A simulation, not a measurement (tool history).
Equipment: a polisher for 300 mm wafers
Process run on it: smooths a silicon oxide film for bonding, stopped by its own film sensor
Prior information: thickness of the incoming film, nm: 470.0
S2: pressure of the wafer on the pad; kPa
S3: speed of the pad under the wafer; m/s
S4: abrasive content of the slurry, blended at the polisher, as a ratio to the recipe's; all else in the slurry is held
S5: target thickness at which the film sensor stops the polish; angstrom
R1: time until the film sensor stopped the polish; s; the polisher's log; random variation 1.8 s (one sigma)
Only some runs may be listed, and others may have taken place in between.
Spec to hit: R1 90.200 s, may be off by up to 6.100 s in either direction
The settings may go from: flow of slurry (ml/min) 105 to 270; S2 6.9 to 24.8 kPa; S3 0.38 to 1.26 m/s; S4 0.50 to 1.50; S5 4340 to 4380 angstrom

run 1 hour=0.0 | flow_of_slurry_(ml/min)=175 S2=15.9 S3=0.82 S4=1.00 S5=4340 | R1=55.541
run 2 hour=3.1 | flow_of_slurry_(ml/min)=175 S2=14.5 S3=0.80 S4=1.00 S5=4340 | R1=59.176
run 3 hour=4.6 | flow_of_slurry_(ml/min)=175 S2=13.1 S3=0.78 S4=1.00 S5=4340 | R1=65.583
run 4 hour=13.1 | flow_of_slurry_(ml/min)=175 S2=11.7 S3=0.76 S4=1.00 S5=4340 | R1=74.355
run 5 hour=18.7 | flow_of_slurry_(ml/min)=175 S2=13.8 S3=0.76 S4=1.00 S5=4340 | R1=66.170
run 6 hour=22.5 | flow_of_slurry_(ml/min)=175 S2=12.4 S3=0.74 S4=1.00 S5=4340 | R1=71.076
run 7 hour=26.4 | flow_of_slurry_(ml/min)=175 S2=11.7 S3=0.72 S4=1.00 S5=4340 | R1=79.375
run 8 hour=28.5 | flow_of_slurry_(ml/min)=175 S2=11.0 S3=0.72 S4=1.00 S5=4340 | R1=82.004
run 9 hour=33.8 | flow_of_slurry_(ml/min)=175 S2=9.7 S3=0.70 S4=1.00 S5=4340 | R1=95.808

Exactly one of the 4 candidate moves below puts every result within its allowed miss. Which one?
run A hour=39.1 | flow_of_slurry_(ml/min)=205 S2=9.7 S3=0.62 S4=0.70 S5=4380 | R1=?
run B hour=39.1 | flow_of_slurry_(ml/min)=155 S2=9.0 S3=0.68 S4=0.95 S5=4370 | R1=?
run C hour=39.1 | flow_of_slurry_(ml/min)=155 S2=8.3 S3=0.84 S4=0.90 S5=4360 | R1=?
run D hour=39.1 | flow_of_slurry_(ml/min)=185 S2=9.7 S3=0.72 S4=1.10 S5=4340 | R1=?

move=A R1=108.620
move=B R1=100.620
move=C R1=100.130
move=D R1=90.112
A: its largest miss is bigger than the last run's
B: its largest miss is bigger than the last run's
C: its largest miss is bigger than the last run's
D: every result lands within tolerance
Correct choice: D, which meets every target

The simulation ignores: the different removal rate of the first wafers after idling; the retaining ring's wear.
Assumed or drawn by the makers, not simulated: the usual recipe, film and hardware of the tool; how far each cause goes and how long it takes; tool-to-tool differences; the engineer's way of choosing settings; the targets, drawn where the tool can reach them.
